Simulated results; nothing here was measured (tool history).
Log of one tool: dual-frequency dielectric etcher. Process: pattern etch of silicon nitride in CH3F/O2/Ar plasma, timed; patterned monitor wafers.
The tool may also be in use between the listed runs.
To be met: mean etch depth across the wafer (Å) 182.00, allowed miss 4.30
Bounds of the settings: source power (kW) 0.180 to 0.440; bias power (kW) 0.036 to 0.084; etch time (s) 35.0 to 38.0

| run | hour | source power (kW) | bias power (kW) | etch time (s) | mean etch depth across the wafer (Å) |
|---|---|---|---|---|---|
| 1 | 0.0 | 0.310 | 0.060 | 38.0 | 224.31 |
| 2 | 7.7 | 0.280 | 0.056 | 37.5 | 212.10 |
| 3 | 10.6 | 0.230 | 0.056 | 37.5 | 201.52 |
| 4 | 13.1 | 0.220 | 0.053 | 37.0 | 193.82 |
| 5 | 21.0 | 0.210 | 0.051 | 37.0 | 187.05 |
| 6 | 24.4 | 0.260 | 0.051 | 37.0 | 198.54 |
| 7 | 27.0 | 0.240 | 0.050 | 37.0 | 194.47 |
| 8 | 31.6 | 0.230 | 0.049 | 37.0 | 191.73 |
| 9 | 33.4 | 0.220 | 0.048 | 37.0 | 189.87 |

4 next moves are on the table. One of them brings every result within its allowed miss. Which?
| A | 35.2 | 0.180 | 0.059 | 38.0 | ? |
| B | 35.2 | 0.270 | 0.043 | 35.0 | ? |
| C | 35.2 | 0.230 | 0.044 | 38.0 | ? |
| D | 35.2 | 0.250 | 0.041 | 38.0 | ? |

| move | mean etch depth across the wafer (Å) |
|---|---|
| A | 195.26 |
| B | 184.43 |
| C | 192.57 |
| D | 193.71 |
A: further off than the last run
B: meets every target
C: further off than the last run
D: further off than the last run
Answer: B

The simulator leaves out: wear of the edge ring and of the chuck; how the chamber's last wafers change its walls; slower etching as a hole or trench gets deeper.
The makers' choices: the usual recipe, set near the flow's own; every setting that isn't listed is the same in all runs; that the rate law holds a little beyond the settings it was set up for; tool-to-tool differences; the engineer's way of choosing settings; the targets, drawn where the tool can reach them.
